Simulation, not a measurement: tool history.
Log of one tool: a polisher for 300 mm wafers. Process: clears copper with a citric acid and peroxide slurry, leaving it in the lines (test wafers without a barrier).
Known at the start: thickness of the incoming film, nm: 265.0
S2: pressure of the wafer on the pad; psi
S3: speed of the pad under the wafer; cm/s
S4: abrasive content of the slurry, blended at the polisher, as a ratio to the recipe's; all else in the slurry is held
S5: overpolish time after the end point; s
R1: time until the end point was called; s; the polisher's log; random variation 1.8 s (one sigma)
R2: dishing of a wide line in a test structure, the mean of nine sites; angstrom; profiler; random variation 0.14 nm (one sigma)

{"run": 1, "hour": 0.0, "flow of slurry (ml/min)": 255, "S2": 2.5, "S3": 92, "S4": 1.0, "S5": 9, "R1": 123.78, "R2": 129.73}
{"run": 2, "hour": 8.7, "flow of slurry (ml/min)": 250, "S2": 2.2, "S3": 92, "S4": 1.0, "S5": 10, "R1": 141.41, "R2": 129.59}
{"run": 3, "hour": 12.3, "flow of slurry (ml/min)": 245, "S2": 2.0, "S3": 92, "S4": 1.0, "S5": 11, "R1": 149.43, "R2": 136.68}
{"run": 4, "hour": 21.3, "flow of slurry (ml/min)": 245, "S2": 2.6, "S3": 92, "S4": 1.0, "S5": 11, "R1": 123.7, "R2": 164.15}
{"run": 5, "hour": 29.2, "flow of slurry (ml/min)": 240, "S2": 2.2, "S3": 92, "S4": 1.0, "S5": 11, "R1": 139.29, "R2": 142.72}
{"run": 6, "hour": 37.2, "flow of slurry (ml/min)": 240, "S2": 1.9, "S3": 92, "S4": 1.0, "S5": 12, "R1": 156.35, "R2": 138.12}
{"run": 7, "hour": 39.7, "flow of slurry (ml/min)": 235, "S2": 1.7, "S3": 92, "S4": 1.0, "S5": 13, "R1": 169.47, "R2": 137.6}
{"run": 8, "hour": 44.9, "flow of slurry (ml/min)": 230, "S2": 1.6, "S3": 92, "S4": 1.0, "S5": 13, "R1": 178.62, "R2": 130.13}
{"run": 9, "hour": 48.1, "flow of slurry (ml/min)": 220, "S2": 1.5, "S3": 92, "S4": 1.0, "S5": 13, "R1": 191.5, "R2": 126.22}
{"run": 10, "hour": 54.3, "flow of slurry (ml/min)": 205, "S2": 1.5, "S3": 92, "S4": 1.0, "S5": 13, "R1": 189.42, "R2": 128.06}
{"run": 11, "hour": 58.3, "flow of slurry (ml/min)": 195, "S2": 1.5, "S3": 92, "S4": 1.0, "S5": 13, "R1": 191.86, "R2": 125.71}
{"run": 12, "hour": 63.3, "flow of slurry (ml/min)": 195, "S2": 1.5, "S3": 92, "S4": 1.0, "S5": 13, "R1": 192.85, "R2": 123.11}
{"run": 13, "hour": 68.1, "flow of slurry (ml/min)": 185, "S2": 1.5, "S3": 92, "S4": 1.0, "S5": 13, "R1": 190.64, "R2": 122.62}
{"run": 14, "hour": 76.0, "flow of slurry (ml/min)": 180, "S2": 1.4, "S3": 92, "S4": 1.0, "S5": 13, "R1": 206.22, "R2": 120.2}

Run 15 comes next. What will it give?
{"run": 15, "hour": 80.2, "flow of slurry (ml/min)": 175, "S2": 1.4, "S3": 92, "S4": 1.0, "S5": 13, "R1": "?", "R2": "?"}

Run 15 gave R1 208.21 s, R2 116.50 angstrom.
